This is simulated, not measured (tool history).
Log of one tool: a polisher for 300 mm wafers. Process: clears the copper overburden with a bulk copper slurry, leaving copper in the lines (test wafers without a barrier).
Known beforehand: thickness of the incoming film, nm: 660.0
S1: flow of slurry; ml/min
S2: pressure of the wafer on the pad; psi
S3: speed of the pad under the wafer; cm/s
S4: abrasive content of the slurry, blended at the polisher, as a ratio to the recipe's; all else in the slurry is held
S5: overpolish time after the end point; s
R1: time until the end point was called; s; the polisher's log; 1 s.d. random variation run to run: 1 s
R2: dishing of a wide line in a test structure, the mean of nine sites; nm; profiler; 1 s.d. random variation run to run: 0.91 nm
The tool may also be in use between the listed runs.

run	hour	S1	S2	S3	S4	S5	R1	R2
1	0	245	3.5	90	1	21	74.097	80.081
2	7.7	245	3.4	92	1	19	75.185	75.547
3	12.3	245	3.3	94	1	18	76.376	72.873
4	20.1	245	3.3	94	0.85	18	77.793	73.331
5	27.3	245	4	94	0.85	18	66.656	84.856
6	31.8	245	4	84	0.85	18	75.319	77.129

Estimate the outcome of run 7 from the log above:
7	35.5	250	3.8	84	0.9	17	?	?

R1: 76.08 s
R2: 71.294 nm

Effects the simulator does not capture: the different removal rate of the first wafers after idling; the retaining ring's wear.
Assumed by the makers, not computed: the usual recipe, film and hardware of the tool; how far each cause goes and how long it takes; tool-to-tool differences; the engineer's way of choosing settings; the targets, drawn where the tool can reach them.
